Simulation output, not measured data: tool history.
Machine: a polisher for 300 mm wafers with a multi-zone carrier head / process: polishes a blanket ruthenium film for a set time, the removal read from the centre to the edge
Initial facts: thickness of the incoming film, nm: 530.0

run	hour	flow of slurry (ml/min)	pressure of the head's centre zone	pressure of the head's middle zone	pressure of the head's edge zone	polishing time (s)	film removed at the wafer's centre (nm)	film removed at mid-radius (nm)	film removed at the wafer's edge (nm)
1	0.0	145	1.00	1.00	1.00	46	47.672	48.035	49.470
2	2.9	145	1.00	1.08	1.00	46	47.197	51.716	48.687
3	8.9	145	1.02	1.06	0.98	42	43.732	46.370	44.261
4	12.6	145	1.02	1.06	0.98	48	50.603	53.058	50.367
5	18.8	145	1.04	1.04	0.96	44	46.872	48.089	46.410
6	26.3	145	1.07	1.03	0.94	40	44.120	42.088	41.885
7	27.0	145	1.08	1.03	0.92	38	42.400	40.983	38.339
8	33.0	115	1.06	0.93	0.83	29	29.412	26.698	26.958
9	41.1	120	1.06	0.93	0.83	29	29.556	27.712	27.304
10	45.0	125	1.07	0.92	0.83	29	30.243	27.845	28.324
11	47.7	160	1.16	0.96	0.81	27	32.526	27.588	26.317
12	49.0	165	1.15	0.96	0.82	27	32.659	27.554	26.917
13	50.6	165	1.14	0.96	0.83	27	31.881	28.266	26.528
14	58.6	165	1.14	0.96	0.85	27	31.990	28.202	27.125

For run 15, what comes out?
15	64.2	165	1.14	0.96	0.86	27	?	?	?

For run 15 the tool returned film removed at the wafer's centre (nm) 32.058, film removed at mid-radius (nm) 28.605, film removed at the wafer's edge (nm) 26.956.

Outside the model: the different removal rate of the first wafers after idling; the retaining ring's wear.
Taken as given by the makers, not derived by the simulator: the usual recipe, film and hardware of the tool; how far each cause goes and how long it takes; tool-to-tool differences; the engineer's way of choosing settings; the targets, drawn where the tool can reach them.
